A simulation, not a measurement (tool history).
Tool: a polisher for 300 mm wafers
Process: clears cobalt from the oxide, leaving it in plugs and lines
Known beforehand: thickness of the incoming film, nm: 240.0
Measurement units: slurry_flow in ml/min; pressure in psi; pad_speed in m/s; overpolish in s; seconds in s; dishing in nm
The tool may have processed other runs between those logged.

{"run": 1, "hour": 0.0, "slurry_flow": 255, "pressure": 2.4, "pad_speed": 1.06, "overpolish": 18, "seconds": 53.035, "dishing": 52.07}
{"run": 2, "hour": 5.9, "slurry_flow": 200, "pressure": 2.4, "pad_speed": 1.06, "overpolish": 18, "seconds": 53.633, "dishing": 50.047}
{"run": 3, "hour": 11.1, "slurry_flow": 175, "pressure": 2.4, "pad_speed": 1.06, "overpolish": 18, "seconds": 55.712, "dishing": 50.878}
{"run": 4, "hour": 15.2, "slurry_flow": 175, "pressure": 2.4, "pad_speed": 1.34, "overpolish": 18, "seconds": 45.51, "dishing": 54.371}
{"run": 5, "hour": 22.1, "slurry_flow": 175, "pressure": 2.4, "pad_speed": 1.34, "overpolish": 20, "seconds": 45.315, "dishing": 56.464}
{"hour": 26.5, "done": "worn pad replaced by a new one"}
{"run": 6, "hour": 26.5, "slurry_flow": 175, "pressure": 2.4, "pad_speed": 1.34, "overpolish": 22, "seconds": 42.407, "dishing": 61.289}

Run 7, settings as shown, results not yet in. Your forecast:
{"run": 7, "hour": 35.4, "slurry_flow": 175, "pressure": 2.3, "pad_speed": 1.32, "overpolish": 23, "seconds": "?", "dishing": "?"}

{"run 7": {"seconds": 45.437, "dishing": 61.285}}

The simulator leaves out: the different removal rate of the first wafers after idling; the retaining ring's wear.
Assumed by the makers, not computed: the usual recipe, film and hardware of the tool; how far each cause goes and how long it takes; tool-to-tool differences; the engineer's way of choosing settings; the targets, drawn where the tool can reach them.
